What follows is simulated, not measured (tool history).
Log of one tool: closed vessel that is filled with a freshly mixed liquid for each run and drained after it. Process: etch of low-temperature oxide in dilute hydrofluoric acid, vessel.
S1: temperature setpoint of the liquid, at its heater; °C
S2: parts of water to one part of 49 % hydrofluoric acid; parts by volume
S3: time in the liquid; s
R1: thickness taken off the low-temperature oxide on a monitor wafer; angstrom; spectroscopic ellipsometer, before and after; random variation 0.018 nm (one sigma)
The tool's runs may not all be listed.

run    day    S1   S2  S3      R1
  1  0.000  22.0  160  45  37.610
  2  0.375  23.5  155  45  41.260
  3  0.762  25.0  155  45  44.203
  4  0.917  25.0  115  45  61.961
  5  1.096  27.0  115  45  67.063
  6  1.154  26.0  115  45  64.370

Forecast run 7:
  7  1.496  25.5  115  45   ?

Run 7 gave R1 63.270 angstrom.

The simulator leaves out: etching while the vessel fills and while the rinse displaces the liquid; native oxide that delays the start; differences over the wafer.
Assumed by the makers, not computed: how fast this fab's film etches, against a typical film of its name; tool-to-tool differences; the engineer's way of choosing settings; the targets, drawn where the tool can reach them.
